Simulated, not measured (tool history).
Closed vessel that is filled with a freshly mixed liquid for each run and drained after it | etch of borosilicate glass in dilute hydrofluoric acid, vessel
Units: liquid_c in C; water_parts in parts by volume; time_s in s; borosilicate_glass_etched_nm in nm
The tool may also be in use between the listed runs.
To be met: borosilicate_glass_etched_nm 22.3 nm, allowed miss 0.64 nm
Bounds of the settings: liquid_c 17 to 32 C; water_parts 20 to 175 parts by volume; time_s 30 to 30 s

run  hour  liquid_c  water_parts  time_s  borosilicate_glass_etched_nm
  1     0        24           95      30                        12.173
  2   8.6      25.5           90      30                        13.861
  3   9.8      25.5          110      30                        10.938
  4  12.4      26.5          100      30                        12.459
  5  14.9      26.5          100      30                        12.903
  6  20.2      26.5           75      30                        17.623
  7  22.8      27.5           75      30                        18.216
  8  29.1      28.5           75      30                        18.708
  9  36.8        29           75      30                        19.306
 10  37.4      29.5           75      30                         19.92

Which of these 4 next moves meets every target?
  A    38      29.5           70      30                             ?
  B    38        31           70      30                             ?
  C    38      28.5           85      30                             ?
  D    38        25           60      30                             ?

move  borosilicate_glass_etched_nm
   A                        21.152
   B                        22.407
   C                        16.403
   D                        20.942
A: nearer than the last run, and not there yet
B: meets every target
C: further off than the last run
D: nearer than the last run, and not there yet
Move B is the one to make.
